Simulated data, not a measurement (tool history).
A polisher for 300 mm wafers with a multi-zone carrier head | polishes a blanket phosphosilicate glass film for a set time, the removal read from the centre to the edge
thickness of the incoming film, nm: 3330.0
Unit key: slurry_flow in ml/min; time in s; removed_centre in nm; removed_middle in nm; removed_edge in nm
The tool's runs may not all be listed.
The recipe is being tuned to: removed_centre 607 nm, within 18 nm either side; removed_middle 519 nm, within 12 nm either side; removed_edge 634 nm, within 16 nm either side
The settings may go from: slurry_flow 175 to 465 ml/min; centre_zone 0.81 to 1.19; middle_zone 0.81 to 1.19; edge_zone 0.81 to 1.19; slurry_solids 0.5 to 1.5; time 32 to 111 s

Run 1, day 0: slurry_flow 295 ml/min, centre_zone 1, middle_zone 1, edge_zone 1, slurry_solids 1, time 71 s. Result: removed_centre 455.08 nm, removed_middle 449.02 nm, removed_edge 454.55 nm.
Run 2, day 0.242: slurry_flow 295 ml/min, centre_zone 1, middle_zone 1, edge_zone 1, slurry_solids 1, time 55 s. Result: removed_centre 356.17 nm, removed_middle 343.95 nm, removed_edge 357.67 nm.
Run 3, day 0.579: slurry_flow 300 ml/min, centre_zone 1.01, middle_zone 0.98, edge_zone 1.03, slurry_solids 1.1, time 58 s. Result: removed_centre 395.34 nm, removed_middle 373.23 nm, removed_edge 396.2 nm.
Run 4, day 0.925: slurry_flow 300 ml/min, centre_zone 1.01, middle_zone 0.96, edge_zone 1.05, slurry_solids 1.15, time 61 s. Result: removed_centre 434.58 nm, removed_middle 393.03 nm, removed_edge 431.5 nm.
Run 5, day 1.138: slurry_flow 345 ml/min, centre_zone 1.01, middle_zone 0.96, edge_zone 1.05, slurry_solids 1.15, time 61 s. Result: removed_centre 436.82 nm, removed_middle 401.07 nm, removed_edge 435.37 nm.
Run 6, day 1.304: slurry_flow 345 ml/min, centre_zone 1.01, middle_zone 0.96, edge_zone 1.05, slurry_solids 1.15, time 49 s. Result: removed_centre 353.25 nm, removed_middle 321.45 nm, removed_edge 346.34 nm.
Run 7, day 1.65: slurry_flow 335 ml/min, centre_zone 1.01, middle_zone 0.95, edge_zone 1.07, slurry_solids 1.2, time 52 s. Result: removed_centre 374.04 nm, removed_middle 345.38 nm, removed_edge 379.34 nm.
Run 8, day 1.812: slurry_flow 325 ml/min, centre_zone 1.02, middle_zone 0.94, edge_zone 1.09, slurry_solids 1.25, time 55 s. Result: removed_centre 406.08 nm, removed_middle 362.18 nm, removed_edge 410.82 nm.
Run 9, day 2.162: slurry_flow 310 ml/min, centre_zone 1.03, middle_zone 0.94, edge_zone 1.1, slurry_solids 1.3, time 58 s. Result: removed_centre 437.98 nm, removed_middle 386.33 nm, removed_edge 443.31 nm.
Run 10, day 2.188: slurry_flow 300 ml/min, centre_zone 1.03, middle_zone 0.94, edge_zone 1.11, slurry_solids 1.35, time 60 s. Result: removed_centre 462.46 nm, removed_middle 404.96 nm, removed_edge 466.51 nm.
Run 11, day 2.342: slurry_flow 290 ml/min, centre_zone 1.03, middle_zone 0.94, edge_zone 1.12, slurry_solids 1.35, time 62 s. Result: removed_centre 475.09 nm, removed_middle 418.77 nm, removed_edge 481.46 nm.
Run 12, day 2.662: slurry_flow 285 ml/min, centre_zone 1.03, middle_zone 0.93, edge_zone 1.13, slurry_solids 1.35, time 64 s. Result: removed_centre 490.64 nm, removed_middle 426.64 nm, removed_edge 504.76 nm.
Run 13, day 2.808: slurry_flow 280 ml/min, centre_zone 1.03, middle_zone 0.93, edge_zone 1.14, slurry_solids 1.35, time 66 s. Result: removed_centre 508.27 nm, removed_middle 443.57 nm, removed_edge 516.65 nm.
Run 14, day 3.033: slurry_flow 275 ml/min, centre_zone 1.03, middle_zone 0.92, edge_zone 1.14, slurry_solids 1.35, time 67 s. Result: removed_centre 507.82 nm, removed_middle 438.26 nm, removed_edge 526.43 nm.
At day 3.371: slurry nozzle cleaned.
Run 15, day 3.371: slurry_flow 265 ml/min, centre_zone 1.03, middle_zone 0.92, edge_zone 1.14, slurry_solids 1.35, time 68 s. Result: removed_centre 534.1 nm, removed_middle 455.14 nm, removed_edge 549.4 nm.
Run 16, day 3.65: slurry_flow 250 ml/min, centre_zone 1.04, middle_zone 0.94, edge_zone 1.19, slurry_solids 1.5, time 72 s. Result: removed_centre 587.96 nm, removed_middle 507.75 nm, removed_edge 621.39 nm.

Exactly one of the 4 candidate moves below puts every result within its allowed miss. Which one?
Run A, day 3.929: slurry_flow 320 ml/min, centre_zone 1.01, middle_zone 0.89, edge_zone 1.17, slurry_solids 1.45, time 75 s. Result: removed_centre ?, removed_middle ?, removed_edge ?.
Run B, day 3.929: slurry_flow 225 ml/min, centre_zone 1.01, middle_zone 0.91, edge_zone 1.16, slurry_solids 1.5, time 72 s. Result: removed_centre ?, removed_middle ?, removed_edge ?.
Run C, day 3.929: slurry_flow 175 ml/min, centre_zone 1.06, middle_zone 0.87, edge_zone 1.18, slurry_solids 1.45, time 77 s. Result: removed_centre ?, removed_middle ?, removed_edge ?.
Run D, day 3.929: slurry_flow 325 ml/min, centre_zone 0.95, middle_zone 0.86, edge_zone 1.19, slurry_solids 1.5, time 73 s. Result: removed_centre ?, removed_middle ?, removed_edge ?.

move  removed_centre  removed_middle  removed_edge
   A          611.07          526.43        634.12
   B          571.13          502.97         597.2
   C          608.09          494.89        621.04
   D          569.53          505.41        631.68
A: all results land within tolerance of their targets
B: misses by more than the last run did
C: the worst result of the last run now meets its target, but another is out of spec
D: misses by more than the last run did
A is the move that brings every result within its allowed miss.

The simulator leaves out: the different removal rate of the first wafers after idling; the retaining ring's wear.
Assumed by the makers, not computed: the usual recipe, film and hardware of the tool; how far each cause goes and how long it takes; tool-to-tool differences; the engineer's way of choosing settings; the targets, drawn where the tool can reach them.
